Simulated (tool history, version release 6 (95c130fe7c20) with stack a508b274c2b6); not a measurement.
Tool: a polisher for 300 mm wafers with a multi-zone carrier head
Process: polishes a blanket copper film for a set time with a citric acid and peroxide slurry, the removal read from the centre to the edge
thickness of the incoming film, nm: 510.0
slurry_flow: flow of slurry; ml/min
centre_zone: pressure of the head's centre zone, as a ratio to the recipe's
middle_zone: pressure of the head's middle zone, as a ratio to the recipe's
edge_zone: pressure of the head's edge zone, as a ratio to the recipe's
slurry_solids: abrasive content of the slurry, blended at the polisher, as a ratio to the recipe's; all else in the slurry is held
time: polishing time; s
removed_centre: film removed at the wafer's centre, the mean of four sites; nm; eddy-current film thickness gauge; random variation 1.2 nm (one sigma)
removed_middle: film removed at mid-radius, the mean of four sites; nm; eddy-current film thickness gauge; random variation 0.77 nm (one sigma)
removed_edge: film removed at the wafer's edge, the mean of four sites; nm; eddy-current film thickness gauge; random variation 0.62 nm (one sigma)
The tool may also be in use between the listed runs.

| run | hour | slurry_flow | centre_zone | middle_zone | edge_zone | slurry_solids | time | removed_centre | removed_middle | removed_edge |
|---|---|---|---|---|---|---|---|---|---|---|
| 1 | 0 | 160 | 1 | 1 | 1 | 1 | 75 | 155.02 | 157.22 | 158.56 |
| 2 | 2.1 | 160 | 1 | 0.99 | 0.98 | 0.95 | 72 | 146.1 | 148.63 | 150.56 |
| 3 | 9.9 | 160 | 1.01 | 0.99 | 0.97 | 0.9 | 69 | 142.88 | 141.67 | 140.31 |
| 4 | 15.9 | 155 | 1 | 0.98 | 0.96 | 0.85 | 67 | 133.99 | 134.65 | 134.33 |
| 5 | 23.1 | 155 | 1 | 0.97 | 0.95 | 0.8 | 65 | 129.35 | 126.3 | 126.41 |
| 6 | 27.7 | 155 | 1 | 0.97 | 0.95 | 0.95 | 65 | 135.12 | 131.57 | 131.42 |
| 7 | 29.6 | 150 | 0.99 | 0.96 | 0.94 | 0.9 | 64 | 125.19 | 126.46 | 127.14 |
| 8 | 32.5 | 150 | 0.99 | 0.95 | 0.93 | 0.85 | 63 | 120.91 | 121.51 | 124.16 |
| 9 | 39.3 | 140 | 1.06 | 0.98 | 0.83 | 0.6 | 43 | 81.956 | 77.84 | 73.265 |
| 10 | 41.9 | 140 | 1.06 | 0.98 | 0.83 | 0.6 | 43 | 83.989 | 76.698 | 72.932 |
| 11 | 44.3 | 150 | 1.05 | 0.98 | 0.84 | 0.6 | 43 | 82.273 | 78.042 | 74.234 |
| 12 | 47.2 | 150 | 1.05 | 0.98 | 0.84 | 0.6 | 43 | 84.435 | 80.071 | 74.442 |

Forecast run 13:
| 13 | 51.9 | 155 | 1.04 | 0.97 | 0.85 | 0.6 | 43 | ? | ? | ? |

{"run 13": {"removed_centre": 80.822, "removed_middle": 77.941, "removed_edge": 74.83}}

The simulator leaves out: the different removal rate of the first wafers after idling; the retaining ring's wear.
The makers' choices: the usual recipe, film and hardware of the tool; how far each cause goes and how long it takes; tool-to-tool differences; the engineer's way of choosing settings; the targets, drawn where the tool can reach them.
